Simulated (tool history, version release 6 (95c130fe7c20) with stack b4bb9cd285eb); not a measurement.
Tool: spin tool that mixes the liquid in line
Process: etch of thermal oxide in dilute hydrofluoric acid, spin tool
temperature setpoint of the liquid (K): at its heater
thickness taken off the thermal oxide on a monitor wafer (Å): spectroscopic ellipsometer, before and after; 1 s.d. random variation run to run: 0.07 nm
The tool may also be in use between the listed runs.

run	hour	temperature setpoint of the liquid (K)	parts of water to one part of 49 % hydrofluoric acid (parts by volume)	time under the liquid (s)	thickness taken off the thermal oxide on a monitor wafer (Å)
1	0.0	298.15	115	100	48.998
2	4.5	298.15	70	100	84.711
3	5.2	298.15	110	100	50.686
4	8.3	296.15	110	100	47.314
5	9.3	296.15	110	80	37.846
6	14.9	299.15	95	80	50.330

Expected results for the next run?
7	22.2	300.65	75	80	?

Run 7 produced thickness taken off the thermal oxide on a monitor wafer (Å) 69.036.

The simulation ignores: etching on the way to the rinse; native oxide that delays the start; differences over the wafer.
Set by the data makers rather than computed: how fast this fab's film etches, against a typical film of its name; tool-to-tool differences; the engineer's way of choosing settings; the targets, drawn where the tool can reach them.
